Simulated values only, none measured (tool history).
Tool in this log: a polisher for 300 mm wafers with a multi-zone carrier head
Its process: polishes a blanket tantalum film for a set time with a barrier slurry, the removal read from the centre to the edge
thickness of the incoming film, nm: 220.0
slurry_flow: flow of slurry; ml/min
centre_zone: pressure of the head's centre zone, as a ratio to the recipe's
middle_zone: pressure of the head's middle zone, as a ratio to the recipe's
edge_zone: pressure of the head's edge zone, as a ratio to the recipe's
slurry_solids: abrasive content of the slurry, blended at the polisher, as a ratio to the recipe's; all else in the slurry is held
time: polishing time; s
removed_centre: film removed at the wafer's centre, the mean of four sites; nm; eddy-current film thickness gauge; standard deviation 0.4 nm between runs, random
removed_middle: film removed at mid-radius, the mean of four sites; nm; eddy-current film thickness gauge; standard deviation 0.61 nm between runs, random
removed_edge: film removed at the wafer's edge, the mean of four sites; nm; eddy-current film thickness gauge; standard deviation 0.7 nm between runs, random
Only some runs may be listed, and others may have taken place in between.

run,hour,slurry_flow,centre_zone,middle_zone,edge_zone,slurry_solids,time,removed_centre,removed_middle,removed_edge
1,0,220,1,1,1,1,54,76.897,77.847,79.519
2,4.5,220,1,0.97,1,1,54,77.8,77.014,78.209
3,7.5,220,1,0.91,1,1,54,77.59,73.772,79.563
4,9,220,0.99,0.91,0.96,0.85,49,65.819,62.526,67.893
5,13.8,220,0.99,0.93,0.92,0.75,46,59.948,57.129,57.582
6,16.7,220,0.99,0.93,1.01,0.75,46,59.479,58.382,61.987
7,20.9,220,0.99,0.93,1.01,0.75,46,59.635,59.028,61.838
8,26.9,215,0.97,0.92,0.97,0.7,45,55.281,54.493,57.815
9,27.6,205,0.96,0.92,0.93,0.65,45,52.738,52.986,55.987

Run 10 comes next. What will it give?
10,33.5,210,0.96,0.92,0.91,0.6,44,?,?,?

removed_centre: 50.751 nm
removed_middle: 50.11 nm
removed_edge: 52.084 nm

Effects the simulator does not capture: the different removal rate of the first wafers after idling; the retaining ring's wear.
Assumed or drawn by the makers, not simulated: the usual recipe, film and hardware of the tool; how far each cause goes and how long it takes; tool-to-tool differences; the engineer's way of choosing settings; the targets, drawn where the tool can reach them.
